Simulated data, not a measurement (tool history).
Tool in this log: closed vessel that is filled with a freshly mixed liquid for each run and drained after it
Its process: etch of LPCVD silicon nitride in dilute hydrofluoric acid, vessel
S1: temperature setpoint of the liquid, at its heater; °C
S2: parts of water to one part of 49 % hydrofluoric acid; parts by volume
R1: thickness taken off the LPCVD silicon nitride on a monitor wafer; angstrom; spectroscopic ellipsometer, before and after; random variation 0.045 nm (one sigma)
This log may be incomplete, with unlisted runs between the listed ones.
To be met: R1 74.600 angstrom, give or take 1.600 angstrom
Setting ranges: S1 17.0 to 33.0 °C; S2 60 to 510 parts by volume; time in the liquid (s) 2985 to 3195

{"run": 1, "hour": 0.0, "S1": 25.0, "S2": 285, "time in the liquid (s)": 2985, "R1": 53.947}
{"run": 2, "hour": 3.7, "S1": 25.0, "S2": 355, "time in the liquid (s)": 2985, "R1": 44.033}
{"run": 3, "hour": 5.9, "S1": 25.0, "S2": 355, "time in the liquid (s)": 2985, "R1": 43.894}
{"run": 4, "hour": 7.4, "S1": 25.0, "S2": 355, "time in the liquid (s)": 2985, "R1": 43.777}
{"run": 5, "hour": 15.0, "S1": 26.0, "S2": 355, "time in the liquid (s)": 2985, "R1": 46.083}
{"run": 6, "hour": 20.3, "S1": 26.0, "S2": 355, "time in the liquid (s)": 3195, "R1": 50.411}
{"run": 7, "hour": 24.3, "S1": 26.5, "S2": 355, "time in the liquid (s)": 3195, "R1": 51.266}
{"run": 8, "hour": 30.5, "S1": 27.0, "S2": 350, "time in the liquid (s)": 3195, "R1": 52.827}
{"run": 9, "hour": 32.6, "S1": 27.0, "S2": 350, "time in the liquid (s)": 3195, "R1": 53.465}
{"run": 10, "hour": 37.7, "S1": 27.5, "S2": 345, "time in the liquid (s)": 3195, "R1": 56.022}
{"run": 11, "hour": 44.5, "S1": 28.0, "S2": 345, "time in the liquid (s)": 3195, "R1": 56.967}
{"run": 12, "hour": 53.8, "S1": 28.5, "S2": 345, "time in the liquid (s)": 3195, "R1": 59.329}
{"run": 13, "hour": 63.0, "S1": 29.0, "S2": 345, "time in the liquid (s)": 3195, "R1": 60.679}
{"run": 14, "hour": 66.9, "S1": 29.5, "S2": 345, "time in the liquid (s)": 3195, "R1": 62.951}
{"run": 15, "hour": 74.0, "S1": 30.0, "S2": 345, "time in the liquid (s)": 3195, "R1": 63.715}
{"run": 16, "hour": 81.2, "S1": 30.5, "S2": 345, "time in the liquid (s)": 3195, "R1": 66.166}
{"run": 17, "hour": 90.1, "S1": 32.0, "S2": 345, "time in the liquid (s)": 3195, "R1": 71.971}

Which single option among these 5 for the next run brings every result within its allowed miss of target? Just one does.
{"run": "A", "hour": 99.0, "S1": 31.0, "S2": 310, "time in the liquid (s)": 2985, "R1": "?"}
{"run": "B", "hour": 99.0, "S1": 31.0, "S2": 295, "time in the liquid (s)": 2985, "R1": "?"}
{"run": "C", "hour": 99.0, "S1": 31.5, "S2": 320, "time in the liquid (s)": 2985, "R1": "?"}
{"run": "D", "hour": 99.0, "S1": 33.0, "S2": 350, "time in the liquid (s)": 3005, "R1": "?"}
{"run": "E", "hour": 99.0, "S1": 33.0, "S2": 355, "time in the liquid (s)": 3100, "R1": "?"}

move=A R1=71.989
move=B R1=75.780
move=C R1=71.650
move=D R1=71.378
move=E R1=72.545
A: no better and no worse than the last run
B: in spec on every target
C: lands further from the targets than the last run did
D: lands further from the targets than the last run did
E: nearer than the last run, and not there yet
So the answer is move B, the one that meets all the targets.

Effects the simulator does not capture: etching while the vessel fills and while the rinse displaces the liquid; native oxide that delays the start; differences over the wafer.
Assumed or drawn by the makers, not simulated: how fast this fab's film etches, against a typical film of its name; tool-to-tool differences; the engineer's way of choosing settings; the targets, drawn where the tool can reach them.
